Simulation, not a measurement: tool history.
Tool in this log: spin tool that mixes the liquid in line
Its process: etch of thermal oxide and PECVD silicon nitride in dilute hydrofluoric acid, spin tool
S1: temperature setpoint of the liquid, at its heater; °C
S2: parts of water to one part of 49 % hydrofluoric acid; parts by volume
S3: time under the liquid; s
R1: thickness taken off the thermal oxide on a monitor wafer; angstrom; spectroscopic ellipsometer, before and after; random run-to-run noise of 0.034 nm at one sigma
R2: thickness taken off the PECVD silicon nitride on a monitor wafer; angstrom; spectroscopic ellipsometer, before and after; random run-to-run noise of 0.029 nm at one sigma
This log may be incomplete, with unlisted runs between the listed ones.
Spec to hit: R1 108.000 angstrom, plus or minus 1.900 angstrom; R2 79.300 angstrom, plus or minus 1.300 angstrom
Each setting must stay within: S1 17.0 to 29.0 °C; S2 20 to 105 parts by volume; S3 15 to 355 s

run    day    S1  S2   S3       R1       R2
  1  0.000  21.0  55  180  134.770  103.200
  2  0.183  21.0  75  180   96.263   76.632
  3  0.221  21.0  85  180   84.445   67.478
  4  0.375  23.5  85  180   92.710   80.039
  5  0.529  23.5  70  180  115.250   96.461
  6  0.788  23.5  70  150   96.758   80.439
  7  1.054  23.0  70  150   94.201   78.381
  8  1.125  23.0  70  150   94.916   77.684
  9  1.383  19.5  55  140   98.520   72.042
 10  1.492  20.0  50  140  111.630   82.113

Of the 5 settings listed for the next run, only one would bring every result within its allowed miss of target. Which one?
  A  1.600  20.0  50  135   ?   ?
  B  1.600  20.0  60  175   ?   ?
  C  1.600  20.5  75  195   ?   ?
  D  1.600  22.0  65  160   ?   ?
  E  1.600  22.5  60  140   ?   ?

move       R1      R2
   A  107.800  79.742
   B  115.070  86.558
   C  102.910  80.298
   D  104.940  83.950
   E  102.180  82.188
A: all results land within tolerance of their targets
B: lands further from the targets than the last run did
C: the furthest-off result lands on target, but another misses its tolerance
D: lands further from the targets than the last run did
E: lands further from the targets than the last run did
The move that meets every target is A.
